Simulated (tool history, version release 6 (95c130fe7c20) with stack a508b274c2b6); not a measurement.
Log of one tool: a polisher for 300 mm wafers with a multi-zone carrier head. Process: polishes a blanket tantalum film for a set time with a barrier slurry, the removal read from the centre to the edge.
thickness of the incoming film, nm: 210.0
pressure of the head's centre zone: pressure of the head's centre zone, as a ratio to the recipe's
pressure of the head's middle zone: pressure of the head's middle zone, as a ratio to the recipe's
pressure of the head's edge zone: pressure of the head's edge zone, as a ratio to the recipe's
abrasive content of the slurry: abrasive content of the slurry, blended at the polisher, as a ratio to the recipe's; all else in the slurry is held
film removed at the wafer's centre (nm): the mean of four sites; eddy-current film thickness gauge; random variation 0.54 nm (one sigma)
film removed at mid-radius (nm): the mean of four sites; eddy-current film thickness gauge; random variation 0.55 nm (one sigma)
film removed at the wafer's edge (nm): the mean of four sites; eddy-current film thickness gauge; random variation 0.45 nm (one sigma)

run  hour  flow of slurry (ml/min)  pressure of the head's centre zone  pressure of the head's middle zone  pressure of the head's edge zone  abrasive content of the slurry  polishing time (s)  film removed at the wafer's centre (nm)  film removed at mid-radius (nm)  film removed at the wafer's edge (nm)
  1   0.0                      170                                1.00                                1.00                              1.00                            1.00                  57                                   56.237                           54.053                                 53.844
  2   3.3                      170                                1.00                                1.00                              1.05                            1.00                  57                                   55.542                           53.548                                 54.646
  3  11.4                      165                                1.01                                0.99                              1.02                            0.90                  56                                   54.094                           50.899                                 52.349
  4  15.5                      165                                1.01                                0.99                              1.02                            0.90                  50                                   47.194                           45.795                                 45.808
  5  19.8                      165                                1.01                                0.91                              1.02                            0.90                  50                                   47.742                           42.808                                 47.302
  6  25.1                      165                                1.02                                0.92                              1.00                            0.85                  50                                   48.413                           41.621                                 45.651
  7  30.5                      165                                1.02                                0.93                              0.99                            0.85                  50                                   46.828                           44.254                                 45.735

Run 8 comes next. What will it give?
  8  37.7                      165                                1.05                                0.92                              0.99                            0.80                  50                                        ?                                ?                                      ?

film removed at the wafer's centre (nm): 48.612
film removed at mid-radius (nm): 41.956
film removed at the wafer's edge (nm): 45.933

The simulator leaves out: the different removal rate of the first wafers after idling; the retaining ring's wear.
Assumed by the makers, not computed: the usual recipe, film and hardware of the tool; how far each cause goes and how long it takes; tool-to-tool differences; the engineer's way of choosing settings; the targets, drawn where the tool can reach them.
